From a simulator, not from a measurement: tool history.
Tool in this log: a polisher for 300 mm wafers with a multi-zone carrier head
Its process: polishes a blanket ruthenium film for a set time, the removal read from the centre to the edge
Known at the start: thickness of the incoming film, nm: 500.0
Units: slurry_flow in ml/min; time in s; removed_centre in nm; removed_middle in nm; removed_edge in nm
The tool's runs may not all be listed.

run 1 hour=0.0 | slurry_flow=200 centre_zone=1.00 middle_zone=1.00 edge_zone=1.00 time=71 | removed_centre=114.87 removed_middle=116.34 removed_edge=112.65
run 2 hour=4.5 | slurry_flow=200 centre_zone=1.00 middle_zone=1.00 edge_zone=1.08 time=71 | removed_centre=115.38 removed_middle=115.05 removed_edge=115.09
run 3 hour=10.1 | slurry_flow=200 centre_zone=1.00 middle_zone=0.95 edge_zone=1.08 time=71 | removed_centre=112.55 removed_middle=109.63 removed_edge=114.07
run 4 hour=15.8 | slurry_flow=200 centre_zone=1.00 middle_zone=0.95 edge_zone=1.08 time=85 | removed_centre=136.96 removed_middle=128.27 removed_edge=136.92
run 5 hour=17.8 | slurry_flow=200 centre_zone=1.00 middle_zone=0.95 edge_zone=1.16 time=85 | removed_centre=136.07 removed_middle=128.79 removed_edge=144.22
run 6 hour=20.6 | slurry_flow=195 centre_zone=0.98 middle_zone=0.96 edge_zone=1.13 time=85 | removed_centre=131.40 removed_middle=135.15 removed_edge=140.96
run 7 hour=27.6 | slurry_flow=190 centre_zone=0.98 middle_zone=0.95 edge_zone=1.12 time=85 | removed_centre=130.14 removed_middle=129.61 removed_edge=140.63
run 8 hour=32.7 | slurry_flow=190 centre_zone=0.98 middle_zone=0.96 edge_zone=1.10 time=85 | removed_centre=129.90 removed_middle=132.04 removed_edge=139.83

The next listed run, before its measurement:
run 9 hour=38.3 | slurry_flow=190 centre_zone=0.98 middle_zone=0.96 edge_zone=1.09 time=85 | removed_centre=? removed_middle=? removed_edge=?

{"run 9": {"removed_centre": 133.93, "removed_middle": 128.86, "removed_edge": 141.41}}
